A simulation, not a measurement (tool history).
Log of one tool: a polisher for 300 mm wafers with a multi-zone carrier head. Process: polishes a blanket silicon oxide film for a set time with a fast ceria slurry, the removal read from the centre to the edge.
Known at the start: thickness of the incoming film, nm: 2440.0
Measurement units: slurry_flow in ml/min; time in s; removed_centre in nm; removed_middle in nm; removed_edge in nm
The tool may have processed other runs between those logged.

run    day  slurry_flow  centre_zone  middle_zone  edge_zone  time  removed_centre  removed_middle  removed_edge
  1  0.000          125         1.00         1.00       1.00    61          821.26          835.49        857.42
  2  0.212           95         1.00         1.00       1.00    61          778.54          797.43        830.73
  3  0.517           95         1.00         0.92       1.00    61          772.29          749.97        827.15
  4  0.875          100         0.99         0.95       0.99    61          781.45          770.61        839.44
  5  0.971          105         0.98         0.98       0.99    61          762.03          799.92        847.14
  6  1.308          110         0.98         1.00       0.98    61          788.83          822.10        854.66
  7  1.542          115         0.97         1.02       0.97    60          781.32          818.52        822.34
  8  1.804          120         0.96         1.04       0.97    60          774.86          840.64        847.64
     2.038  -- slurry nozzle cleaned
  9  2.038          125         0.95         1.06       0.96    60          825.87          908.60        862.25
 10  2.400          125         0.94         1.07       0.95    60          828.94          909.82        857.33

Estimate the outcome of run 11 from the log above:
 11  2.550          125         0.93         1.08       0.95    60               ?               ?             ?

{"run 11": {"removed_centre": 826.35, "removed_middle": 923.1, "removed_edge": 855.2}}
